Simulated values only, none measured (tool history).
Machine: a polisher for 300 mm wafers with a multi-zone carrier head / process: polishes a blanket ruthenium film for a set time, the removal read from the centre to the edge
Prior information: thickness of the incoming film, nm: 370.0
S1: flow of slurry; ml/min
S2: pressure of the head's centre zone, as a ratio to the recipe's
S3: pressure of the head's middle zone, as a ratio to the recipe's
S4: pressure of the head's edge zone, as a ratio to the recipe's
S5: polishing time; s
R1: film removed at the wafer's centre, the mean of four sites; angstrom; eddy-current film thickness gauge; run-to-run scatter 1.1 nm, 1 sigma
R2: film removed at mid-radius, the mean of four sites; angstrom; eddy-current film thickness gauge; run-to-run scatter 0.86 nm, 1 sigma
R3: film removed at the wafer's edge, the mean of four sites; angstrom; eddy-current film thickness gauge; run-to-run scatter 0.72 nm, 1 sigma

{"run": 1, "day": 0.0, "S1": 200, "S2": 1.0, "S3": 1.0, "S4": 1.0, "S5": 51, "R1": 594.2, "R2": 607.11, "R3": 573.52}
{"run": 2, "day": 0.183, "S1": 205, "S2": 1.01, "S3": 1.01, "S4": 1.02, "S5": 52, "R1": 616.34, "R2": 623.6, "R3": 586.28}
{"run": 3, "day": 0.442, "S1": 205, "S2": 1.01, "S3": 0.95, "S4": 1.02, "S5": 52, "R1": 585.18, "R2": 603.54, "R3": 596.38}
{"run": 4, "day": 0.683, "S1": 210, "S2": 1.01, "S3": 0.97, "S4": 1.03, "S5": 53, "R1": 627.82, "R2": 624.62, "R3": 606.64}
{"run": 5, "day": 1.038, "S1": 210, "S2": 1.01, "S3": 0.97, "S4": 1.03, "S5": 65, "R1": 769.09, "R2": 762.79, "R3": 744.09}
{"run": 6, "day": 1.383, "S1": 210, "S2": 1.01, "S3": 0.98, "S4": 1.02, "S5": 65, "R1": 757.98, "R2": 762.27, "R3": 734.97}
{"run": 7, "day": 1.6, "S1": 210, "S2": 1.01, "S3": 0.98, "S4": 1.01, "S5": 65, "R1": 774.44, "R2": 774.61, "R3": 748.22}
{"run": 8, "day": 1.708, "S1": 210, "S2": 1.01, "S3": 0.98, "S4": 1.01, "S5": 65, "R1": 746.63, "R2": 766.74, "R3": 749.17}

Predict the results of run 9:
{"run": 9, "day": 2.033, "S1": 210, "S2": 1.01, "S3": 0.99, "S4": 1.01, "S5": 65, "R1": "?", "R2": "?", "R3": "?"}

R1: 760.82 angstrom
R2: 790.19 angstrom
R3: 739.91 angstrom

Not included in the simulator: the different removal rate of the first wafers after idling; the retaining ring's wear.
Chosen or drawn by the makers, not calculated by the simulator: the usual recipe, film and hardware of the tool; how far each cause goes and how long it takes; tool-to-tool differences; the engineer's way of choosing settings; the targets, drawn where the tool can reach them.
